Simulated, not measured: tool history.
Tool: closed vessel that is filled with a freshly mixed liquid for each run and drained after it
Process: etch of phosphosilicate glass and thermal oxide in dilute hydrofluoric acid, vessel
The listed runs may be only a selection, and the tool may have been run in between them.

run,day,temperature setpoint of the liquid (K),parts of water to one part of 49 % hydrofluoric acid (parts by volume),time in the liquid (s),thickness taken off the phosphosilicate glass on a monitor wafer (Å),thickness taken off the thermal oxide on a monitor wafer (Å)
1,0.000,297.15,220,60,207.69,10.6080
2,0.238,297.15,220,50,173.47,9.0631
3,0.292,297.15,280,50,128.52,6.7569
4,0.633,300.65,280,50,144.74,7.3227
5,0.971,301.15,280,50,147.86,7.6835
# day 1.221: thermometer replaced
6,1.221,298.65,280,50,142.89,7.5748
7,1.433,302.65,270,50,171.38,9.2325
8,1.517,302.15,270,50,168.53,8.5795

Run 9 has not been measured yet. What should we expect?
9,1.633,301.65,270,50,?,?

{"run 9": {"thickness taken off the phosphosilicate glass on a monitor wafer (Å)": 165.65, "thickness taken off the thermal oxide on a monitor wafer (Å)": 8.7233}}
